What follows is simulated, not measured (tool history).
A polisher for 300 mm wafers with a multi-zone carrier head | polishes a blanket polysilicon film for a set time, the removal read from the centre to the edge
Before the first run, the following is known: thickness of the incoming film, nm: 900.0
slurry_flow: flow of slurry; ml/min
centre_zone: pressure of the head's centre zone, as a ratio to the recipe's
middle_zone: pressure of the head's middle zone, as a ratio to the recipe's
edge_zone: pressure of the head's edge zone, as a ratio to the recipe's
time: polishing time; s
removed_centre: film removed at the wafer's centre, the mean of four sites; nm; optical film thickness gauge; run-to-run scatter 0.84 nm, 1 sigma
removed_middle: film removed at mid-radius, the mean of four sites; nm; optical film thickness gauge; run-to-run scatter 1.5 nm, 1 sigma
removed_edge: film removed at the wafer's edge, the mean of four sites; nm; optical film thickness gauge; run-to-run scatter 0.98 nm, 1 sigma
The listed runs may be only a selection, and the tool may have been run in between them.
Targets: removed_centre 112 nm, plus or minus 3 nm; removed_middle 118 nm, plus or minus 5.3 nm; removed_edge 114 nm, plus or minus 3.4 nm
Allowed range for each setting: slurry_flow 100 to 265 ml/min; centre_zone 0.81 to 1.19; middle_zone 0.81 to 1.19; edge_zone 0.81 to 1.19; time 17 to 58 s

run,hour,slurry_flow,centre_zone,middle_zone,edge_zone,time,removed_centre,removed_middle,removed_edge
1,0,170,1,1,1,37,164.74,166.24,166.81
2,2.7,170,1,1.05,1,37,165.29,179.99,166.86
3,7.3,170,1,1.05,1.06,37,168.8,175.29,169.68
4,12.5,170,1.06,1.05,1.06,37,177.02,177.72,171.75
5,14,170,1.05,1.04,1.03,35,165.11,169.6,157.43
6,21.8,170,1.05,1.04,0.98,35,165.44,168.35,155.83
7,29.1,170,1.05,1.04,0.98,35,163.75,171.27,157.54
8,37,170,1.04,1.03,0.97,33,153.3,154.81,146.69

Consider the 5 candidate settings below. Which is the only one whose results all fall within their allowed miss of target?
A,44.9,175,0.81,0.87,1.03,25,?,?,?
B,44.9,160,1.08,1.19,0.85,40,?,?,?
C,44.9,165,0.91,0.89,1.04,50,?,?,?
D,44.9,125,1,1.03,0.99,27,?,?,?
E,44.9,165,0.88,1.05,1.07,29,?,?,?

move,removed_centre,removed_middle,removed_edge
A,93.393,105.23,114.82
B,190.97,210.83,165.23
C,205.03,211.65,228.85
D,112.48,119.95,115.17
E,115.47,139.36,134.36
A: takes the biggest miss from the last run beyond its target
B: further off than the last run
C: further off than the last run
D: all results in spec
E: closes in on the targets versus the last run, not all within tolerance yet
D meets every target.

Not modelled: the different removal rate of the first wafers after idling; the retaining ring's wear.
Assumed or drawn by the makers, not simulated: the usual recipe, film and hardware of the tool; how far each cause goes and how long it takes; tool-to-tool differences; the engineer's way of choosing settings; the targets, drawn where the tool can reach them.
